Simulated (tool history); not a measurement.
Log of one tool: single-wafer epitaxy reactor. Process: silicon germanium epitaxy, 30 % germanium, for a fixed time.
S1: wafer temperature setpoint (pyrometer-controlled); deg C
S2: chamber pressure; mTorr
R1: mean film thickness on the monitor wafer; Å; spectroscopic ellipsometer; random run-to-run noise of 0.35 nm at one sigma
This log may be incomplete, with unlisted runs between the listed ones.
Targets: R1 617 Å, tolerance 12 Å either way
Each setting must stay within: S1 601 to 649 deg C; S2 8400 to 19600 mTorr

run	hour	S1	S2	R1
1	0	625	14000	771.49
2	0.6	625	15500	797.42
3	3.7	621	15400	732.72
4	9.7	621	16900	766.78
5	17.6	618	16900	728.13
6	26.5	622	16900	780.49
7	32.2	618	16800	718.99
8	35.6	616	16800	686.43
9	39.8	615	16800	686.43
10	44.1	613	16800	652.39
11	47.5	613	16800	655
12	56.3	612	16800	641.84

Which of these 4 next moves meets every target?
A	65.1	613	18300	?
B	65.1	611	19300	?
C	65.1	610	16600	?
D	65.1	616	15900	?

move	R1
A	678.53
B	665.51
C	613.83
D	681.44
A: lands further from the targets than the last run did
B: lands further from the targets than the last run did
C: meets every target
D: lands further from the targets than the last run did
The move that meets every target is C.

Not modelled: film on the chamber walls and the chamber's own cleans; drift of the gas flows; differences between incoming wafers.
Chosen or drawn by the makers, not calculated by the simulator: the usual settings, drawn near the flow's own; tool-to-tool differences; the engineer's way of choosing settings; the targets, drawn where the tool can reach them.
